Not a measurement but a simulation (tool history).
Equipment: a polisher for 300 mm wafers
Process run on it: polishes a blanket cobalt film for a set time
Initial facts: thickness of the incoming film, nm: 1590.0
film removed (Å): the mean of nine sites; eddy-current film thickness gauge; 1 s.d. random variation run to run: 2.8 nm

| run | hour | flow of slurry (ml/min) | pressure of the wafer on the pad (psi) | speed of the pad under the wafer (cm/s) | polishing time (s) | film removed (Å) |
|---|---|---|---|---|---|---|
| 1 | 0 | 295 | 1.2 | 128 | 107 | 4390.2 |
| 2 | 3.2 | 295 | 1.2 | 128 | 107 | 4375 |
| 3 | 5.3 | 295 | 1.1 | 128 | 107 | 4177.1 |
| 4 | 11.6 | 295 | 1.3 | 128 | 107 | 4676.5 |
| 5 | 17.5 | 295 | 1.3 | 158 | 107 | 5715.1 |
| 6 | 24.8 | 345 | 1.3 | 158 | 107 | 5853.1 |
| 7 | 29 | 340 | 1.2 | 152 | 107 | 5354.7 |
| 8 | 31.8 | 325 | 1.1 | 148 | 107 | 4784.1 |
| 9 | 35.1 | 325 | 0.8 | 142 | 107 | 3751.2 |
| 10 | 40.1 | 320 | 0.8 | 140 | 107 | 3693.8 |
| 11 | 46.7 | 315 | 0.8 | 138 | 107 | 3655.2 |
| 12 | 50.6 | 315 | 0.8 | 136 | 107 | 3561.7 |
| 13 | 57.7 | 310 | 0.7 | 136 | 107 | 3316.8 |
| 14 | 62.9 | 305 | 0.7 | 136 | 107 | 3298.3 |
| 15 | 69.6 | 300 | 0.7 | 136 | 107 | 3223.8 |
| 16 | 78.2 | 295 | 0.7 | 136 | 107 | 3288 |
| 17 | 84.2 | 290 | 0.7 | 136 | 107 | 3212.7 |

The next listed run, before its measurement:
| 18 | 86.5 | 285 | 0.7 | 136 | 107 | ? |

Run 18 gave film removed (Å) 3268.3.
